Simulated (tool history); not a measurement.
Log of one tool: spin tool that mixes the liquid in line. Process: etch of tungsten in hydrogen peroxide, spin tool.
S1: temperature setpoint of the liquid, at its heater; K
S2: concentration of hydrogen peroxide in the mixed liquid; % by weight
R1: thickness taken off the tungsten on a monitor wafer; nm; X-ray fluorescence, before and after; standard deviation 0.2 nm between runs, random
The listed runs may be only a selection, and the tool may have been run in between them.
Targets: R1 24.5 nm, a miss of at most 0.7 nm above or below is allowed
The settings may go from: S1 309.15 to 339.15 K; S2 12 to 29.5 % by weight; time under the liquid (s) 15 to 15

run 1 hour=0 | S1=325.15 S2=20 time_under_the_liquid_(s)=15 | R1=20.894
run 2 hour=3.3 | S1=325.15 S2=20 time_under_the_liquid_(s)=15 | R1=20.726
run 3 hour=9.4 | S1=325.65 S2=20 time_under_the_liquid_(s)=15 | R1=21.502
run 4 hour=16.1 | S1=327.15 S2=20 time_under_the_liquid_(s)=15 | R1=23.764
run 5 hour=24.4 | S1=327.15 S2=20 time_under_the_liquid_(s)=15 | R1=23.705
run 6 hour=28.6 | S1=330.15 S2=20 time_under_the_liquid_(s)=15 | R1=27.773
run 7 hour=34.8 | S1=330.15 S2=20 time_under_the_liquid_(s)=15 | R1=27.874
run 8 hour=36.6 | S1=328.65 S2=20 time_under_the_liquid_(s)=15 | R1=25.723

5 candidate next runs follow, results not yet known. Just one meets every target within its allowed miss. Identify it.
run A hour=38.4 | S1=329.65 S2=20.5 time_under_the_liquid_(s)=15 | R1=?
run B hour=38.4 | S1=329.65 S2=16.5 time_under_the_liquid_(s)=15 | R1=?
run C hour=38.4 | S1=331.15 S2=17.5 time_under_the_liquid_(s)=15 | R1=?
run D hour=38.4 | S1=326.15 S2=22.5 time_under_the_liquid_(s)=15 | R1=?
run E hour=38.4 | S1=329.65 S2=19.5 time_under_the_liquid_(s)=15 | R1=?

move=A R1=27.317
move=B R1=24.508
move=C R1=27.553
move=D R1=23.249
move=E R1=26.642
A: further off than the last run
B: every result lands within tolerance
C: further off than the last run
D: the result that was furthest off in the last run now lies on the other side of its target
E: further off than the last run
The move that meets every target is B.

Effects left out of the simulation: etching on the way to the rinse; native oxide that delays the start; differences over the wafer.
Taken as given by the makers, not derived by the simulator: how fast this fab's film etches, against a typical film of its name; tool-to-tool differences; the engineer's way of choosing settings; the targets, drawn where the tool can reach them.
